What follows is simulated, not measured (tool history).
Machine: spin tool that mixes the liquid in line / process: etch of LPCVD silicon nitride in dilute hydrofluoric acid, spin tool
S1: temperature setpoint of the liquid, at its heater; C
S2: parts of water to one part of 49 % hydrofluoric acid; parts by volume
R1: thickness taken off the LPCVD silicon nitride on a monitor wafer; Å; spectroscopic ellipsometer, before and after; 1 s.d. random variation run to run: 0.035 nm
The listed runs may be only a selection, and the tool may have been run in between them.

{"run": 1, "hour": 0.0, "S1": 21.0, "S2": 95, "time under the liquid (s)": 325, "R1": 13.014}
{"run": 2, "hour": 8.6, "S1": 20.5, "S2": 100, "time under the liquid (s)": 325, "R1": 11.406}
{"run": 3, "hour": 14.3, "S1": 20.5, "S2": 100, "time under the liquid (s)": 345, "R1": 11.367}
{"run": 4, "hour": 21.1, "S1": 20.5, "S2": 100, "time under the liquid (s)": 325, "R1": 11.502}
{"run": 5, "hour": 24.1, "S1": 20.0, "S2": 105, "time under the liquid (s)": 325, "R1": 10.827}
{"run": 6, "hour": 32.5, "S1": 20.0, "S2": 80, "time under the liquid (s)": 325, "R1": 13.369}
{"run": 7, "hour": 33.7, "S1": 19.5, "S2": 85, "time under the liquid (s)": 325, "R1": 13.782}
{"run": 8, "hour": 40.3, "S1": 19.5, "S2": 90, "time under the liquid (s)": 325, "R1": 13.105}
{"run": 9, "hour": 45.0, "S1": 19.5, "S2": 95, "time under the liquid (s)": 325, "R1": 10.446}

Estimate the outcome of run 10 from the log above:
{"run": 10, "hour": 48.7, "S1": 18.5, "S2": 100, "time under the liquid (s)": 325, "R1": "?"}

R1: 9.7299 Å
